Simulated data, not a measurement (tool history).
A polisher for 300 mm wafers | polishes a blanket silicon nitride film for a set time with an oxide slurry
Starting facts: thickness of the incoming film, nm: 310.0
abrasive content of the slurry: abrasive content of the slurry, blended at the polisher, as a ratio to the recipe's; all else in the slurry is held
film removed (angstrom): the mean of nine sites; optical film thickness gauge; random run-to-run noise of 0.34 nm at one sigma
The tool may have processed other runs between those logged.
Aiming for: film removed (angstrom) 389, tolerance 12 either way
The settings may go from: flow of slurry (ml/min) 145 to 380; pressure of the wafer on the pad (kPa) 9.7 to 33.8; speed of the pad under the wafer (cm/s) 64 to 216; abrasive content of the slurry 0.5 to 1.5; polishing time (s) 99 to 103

run  hour  flow of slurry (ml/min)  pressure of the wafer on the pad (kPa)  speed of the pad under the wafer (cm/s)  abrasive content of the slurry  polishing time (s)  film removed (angstrom)
  1     0                      245                                    21.4                                      140                               1                  99                    606.5
  2   0.7                      245                                      20                                      140                               1                  99                   584.13
  3   5.5                      245                                    18.6                                      140                               1                  99                   543.84
  4  13.4                      245                                    18.6                                      140                            0.85                  99                   489.82
  5  17.2                      245                                    18.6                                      140                            0.85                 103                    508.2
  6  21.7                      245                                    18.6                                      140                            0.85                  99                   499.01
  7  24.9                      245                                    17.9                                      140                            0.85                  99                   473.52
  8  29.6                      245                                    17.2                                      140                            0.85                  99                   463.03
  9    37                      245                                    16.5                                      140                            0.85                  99                   450.24
 10  44.5                      245                                    15.9                                      140                            0.85                  99                   435.93
 11  46.5                      240                                    13.1                                      140                            0.85                  99                   373.27

4 candidate next runs follow, results not yet known. Just one meets every target within its allowed miss. Identify it.
  A  48.5                      255                                    12.4                                      138                             0.9                 102                        ?
  B  48.5                      200                                    15.9                                      100                            0.95                  99                        ?
  C  48.5                      180                                    13.8                                      120                               1                  99                        ?
  D  48.5                      240                                    16.5                                       96                             0.9                  99                        ?

move  film removed (angstrom)
   A                   381.76
   B                    345.3
   C                   365.48
   D                   341.21
A: meets every target
B: lands further from the targets than the last run did
C: lands further from the targets than the last run did
D: lands further from the targets than the last run did
So the answer is move A, the one that meets all the targets.
